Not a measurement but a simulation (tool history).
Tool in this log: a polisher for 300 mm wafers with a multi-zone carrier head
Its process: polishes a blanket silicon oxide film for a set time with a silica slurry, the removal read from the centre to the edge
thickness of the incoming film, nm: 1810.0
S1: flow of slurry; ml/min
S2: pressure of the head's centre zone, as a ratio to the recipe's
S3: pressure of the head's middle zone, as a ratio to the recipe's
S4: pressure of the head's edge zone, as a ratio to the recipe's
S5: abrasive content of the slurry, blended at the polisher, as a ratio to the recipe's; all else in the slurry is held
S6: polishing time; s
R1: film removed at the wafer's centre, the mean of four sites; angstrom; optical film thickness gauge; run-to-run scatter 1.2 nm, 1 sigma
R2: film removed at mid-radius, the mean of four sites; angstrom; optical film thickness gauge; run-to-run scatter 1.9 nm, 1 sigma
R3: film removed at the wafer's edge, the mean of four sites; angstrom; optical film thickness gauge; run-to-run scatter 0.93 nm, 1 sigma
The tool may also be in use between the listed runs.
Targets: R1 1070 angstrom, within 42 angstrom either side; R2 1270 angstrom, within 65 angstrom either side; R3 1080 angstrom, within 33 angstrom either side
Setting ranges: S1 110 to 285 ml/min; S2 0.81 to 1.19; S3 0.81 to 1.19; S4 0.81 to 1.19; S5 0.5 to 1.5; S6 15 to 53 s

run 1 hour=0 | S1=180 S2=1 S3=1 S4=1 S5=1 S6=34 | R1=1253 R2=1310 R3=1264.8
run 2 hour=7.6 | S1=180 S2=0.97 S3=1 S4=1 S5=1 S6=34 | R1=1229.2 R2=1303.5 R3=1267.2
run 3 hour=11.2 | S1=180 S2=0.97 S3=1 S4=1 S5=1 S6=29 | R1=1046.1 R2=1100 R3=1073.4
run 4 hour=18.5 | S1=185 S2=0.97 S3=1.04 S4=0.99 S5=1 S6=29 | R1=1030.3 R2=1152 R3=1058.4
run 5 hour=27.3 | S1=195 S2=0.98 S3=1.06 S4=0.99 S5=1 S6=29 | R1=1055.5 R2=1142.3 R3=1072.5
run 6 hour=28.6 | S1=195 S2=0.98 S3=1.06 S4=1.05 S5=1 S6=29 | R1=1067.5 R2=1160.5 R3=1108.2
run 7 hour=36.1 | S1=195 S2=0.98 S3=1.09 S4=1.04 S5=1 S6=29 | R1=1055.3 R2=1177.7 R3=1085.5
run 8 hour=42.9 | S1=195 S2=0.98 S3=1.11 S4=1.04 S5=1 S6=29 | R1=1050.5 R2=1199.9 R3=1089.4

Which one of the following 5 next-run settings gets every result inside its allowed miss? There is exactly one.
run A hour=49.7 | S1=245 S2=1 S3=1.19 S4=1.05 S5=0.9 S6=29 | R1=? R2=? R3=?
run B hour=49.7 | S1=235 S2=1.12 S3=1.19 S4=0.88 S5=0.75 S6=33 | R1=? R2=? R3=?
run C hour=49.7 | S1=205 S2=1.14 S3=1.11 S4=0.95 S5=0.95 S6=28 | R1=? R2=? R3=?
run D hour=49.7 | S1=195 S2=1.04 S3=1.15 S4=0.96 S5=1 S6=30 | R1=? R2=? R3=?
run E hour=49.7 | S1=205 S2=0.93 S3=0.95 S4=0.91 S5=0.75 S6=35 | R1=? R2=? R3=?

move=A R1=1050.6 R2=1228.5 R3=1070.7
move=B R1=1212.7 R2=1265.2 R3=1016.4
move=C R1=1161 R2=1123 R3=997.41
move=D R1=1154.2 R2=1263.6 R3=1094.6
move=E R1=1046 R2=1091.1 R3=1085.1
A: all results land within tolerance of their targets
B: puts the biggest miss on target and leaves a different result outside tolerance
C: misses by more than the last run did
D: puts the biggest miss on target and leaves a different result outside tolerance
E: misses by more than the last run did
Answer: A
